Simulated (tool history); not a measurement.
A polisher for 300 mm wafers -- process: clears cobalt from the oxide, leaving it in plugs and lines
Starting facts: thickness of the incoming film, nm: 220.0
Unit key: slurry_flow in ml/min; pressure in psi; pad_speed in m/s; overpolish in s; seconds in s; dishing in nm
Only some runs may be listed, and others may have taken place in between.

run,hour,slurry_flow,pressure,pad_speed,overpolish,seconds,dishing
1,0,170,2.2,0.96,9,36.363,30.954
2,1.6,170,1.9,0.96,9,42.317,28.756
3,7.7,170,1.9,0.72,9,55.467,23.759
4,12.7,200,1.9,0.72,9,54.714,23.853
5,18.8,200,2.2,0.72,9,46.647,26.953
6,26.5,200,2.2,0.58,9,57.947,22.699
7,28.4,195,2.3,0.62,8,51.901,22.93

Run 8 comes next. What will it give?
8,33.4,190,2.4,0.66,7,?,?

Run 8 yielded seconds 46.944 s, dishing 22.55 nm.
